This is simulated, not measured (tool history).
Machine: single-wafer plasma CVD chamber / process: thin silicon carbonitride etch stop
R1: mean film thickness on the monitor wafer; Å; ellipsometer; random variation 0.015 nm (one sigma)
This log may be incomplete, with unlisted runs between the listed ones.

{"run": 1, "day": 0.0, "RF power (kW)": 0.24, "deposition time (s)": 11.3, "R1": 65.392}
{"run": 2, "day": 0.258, "RF power (kW)": 0.27, "deposition time (s)": 11.3, "R1": 67.377}
{"run": 3, "day": 0.371, "RF power (kW)": 0.245, "deposition time (s)": 11.3, "R1": 65.988}
{"run": 4, "day": 0.621, "RF power (kW)": 0.235, "deposition time (s)": 10.4, "R1": 59.602}
{"run": 5, "day": 0.688, "RF power (kW)": 0.225, "deposition time (s)": 10, "R1": 57.152}
{"run": 6, "day": 0.921, "RF power (kW)": 0.215, "deposition time (s)": 9.6, "R1": 54.144}
{"run": 7, "day": 1.275, "RF power (kW)": 0.205, "deposition time (s)": 9.4, "R1": 52.288}

What does the tool deliver on the next run?
{"run": 8, "day": 1.512, "RF power (kW)": 0.2, "deposition time (s)": 9.3, "R1": "?"}

R1: 51.657 Å

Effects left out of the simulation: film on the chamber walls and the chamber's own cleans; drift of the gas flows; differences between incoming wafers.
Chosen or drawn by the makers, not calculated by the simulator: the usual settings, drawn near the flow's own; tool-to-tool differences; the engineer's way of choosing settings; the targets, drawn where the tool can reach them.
